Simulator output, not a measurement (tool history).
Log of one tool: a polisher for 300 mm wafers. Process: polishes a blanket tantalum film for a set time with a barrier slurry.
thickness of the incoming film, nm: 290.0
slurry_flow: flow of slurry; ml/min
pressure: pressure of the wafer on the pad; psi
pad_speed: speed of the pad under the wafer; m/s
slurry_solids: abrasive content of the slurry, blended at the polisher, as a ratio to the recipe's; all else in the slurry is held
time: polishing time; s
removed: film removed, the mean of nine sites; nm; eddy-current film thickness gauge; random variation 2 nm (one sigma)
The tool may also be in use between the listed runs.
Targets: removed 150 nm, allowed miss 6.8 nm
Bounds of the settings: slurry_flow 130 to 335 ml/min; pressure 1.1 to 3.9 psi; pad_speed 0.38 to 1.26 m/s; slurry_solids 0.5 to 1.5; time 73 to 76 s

run	hour	slurry_flow	pressure	pad_speed	slurry_solids	time	removed
1	0	215	2.5	0.82	1	73	106.45
2	8.2	215	2.5	0.64	1	73	81.837
3	10.4	215	2.5	0.64	1	73	79.367
4	13.8	215	2.5	0.64	1	76	85.143
5	15.4	215	2.8	0.64	1	76	91.108
6	20.3	180	2.8	0.64	1	76	92.512
7	22.3	180	3.5	0.7	1	76	122.65
8	24.4	180	3.7	0.74	1	76	134.24

5 next moves are on the table. One of them brings every result within its allowed miss. Which?
A	26.5	145	3.2	0.9	1.1	76	?
B	26.5	155	3.7	0.9	1	76	?
C	26.5	185	3.4	1	0.9	76	?
D	26.5	210	3.9	0.84	1.05	76	?
E	26.5	240	3	0.74	0.95	76	?

move	removed
A	149.12
B	164.59
C	163.51
D	169.76
E	114.37
A: meets every target
B: takes the result that was furthest off past its target
C: takes the result that was furthest off past its target
D: takes the result that was furthest off past its target
E: further off than the last run
Move A is the one to make.
